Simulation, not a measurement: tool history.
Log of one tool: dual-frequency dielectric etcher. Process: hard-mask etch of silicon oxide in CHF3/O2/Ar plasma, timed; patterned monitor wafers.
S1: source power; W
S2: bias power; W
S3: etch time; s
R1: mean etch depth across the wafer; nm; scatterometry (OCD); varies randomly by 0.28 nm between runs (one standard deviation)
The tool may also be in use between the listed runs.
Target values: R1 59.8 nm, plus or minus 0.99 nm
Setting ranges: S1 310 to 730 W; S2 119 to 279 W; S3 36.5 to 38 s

{"run": 1, "day": 0.0, "S1": 520, "S2": 199, "S3": 36.5, "R1": 69.985}
{"run": 2, "day": 0.242, "S1": 450, "S2": 199, "S3": 36.5, "R1": 66.581}
{"run": 3, "day": 0.588, "S1": 400, "S2": 199, "S3": 36.5, "R1": 63.728}
{"run": 4, "day": 0.775, "S1": 400, "S2": 215, "S3": 36.5, "R1": 65.826}
{"run": 5, "day": 0.879, "S1": 380, "S2": 211, "S3": 36.5, "R1": 64.439}
{"run": 6, "day": 1.0, "S1": 360, "S2": 208, "S3": 36.5, "R1": 63.579}
{"run": 7, "day": 1.258, "S1": 350, "S2": 204, "S3": 36.5, "R1": 61.931}
{"run": 8, "day": 1.583, "S1": 340, "S2": 203, "S3": 36.5, "R1": 61.298}
{"run": 9, "day": 1.746, "S1": 330, "S2": 203, "S3": 36.5, "R1": 61.174}
{"run": 10, "day": 2.083, "S1": 330, "S2": 202, "S3": 36.5, "R1": 60.912}
{"run": 11, "day": 2.221, "S1": 330, "S2": 201, "S3": 36.5, "R1": 61.097}

Below are 5 possible settings for the next run. Only one of them brings all results inside the allowed miss of their targets. Which is it?
{"run": "A", "day": 2.358, "S1": 310, "S2": 183, "S3": 38, "R1": "?"}
{"run": "B", "day": 2.358, "S1": 330, "S2": 200, "S3": 37.5, "R1": "?"}
{"run": "C", "day": 2.358, "S1": 430, "S2": 178, "S3": 36.5, "R1": "?"}
{"run": "D", "day": 2.358, "S1": 310, "S2": 226, "S3": 36.5, "R1": "?"}
{"run": "E", "day": 2.358, "S1": 360, "S2": 199, "S3": 38, "R1": "?"}

move=A R1=59.029
move=B R1=61.912
move=C R1=61.642
move=D R1=62.768
move=E R1=64.188
A: each result inside its tolerance
B: further off than the last run
C: further off than the last run
D: further off than the last run
E: further off than the last run
The move that meets every target is A.
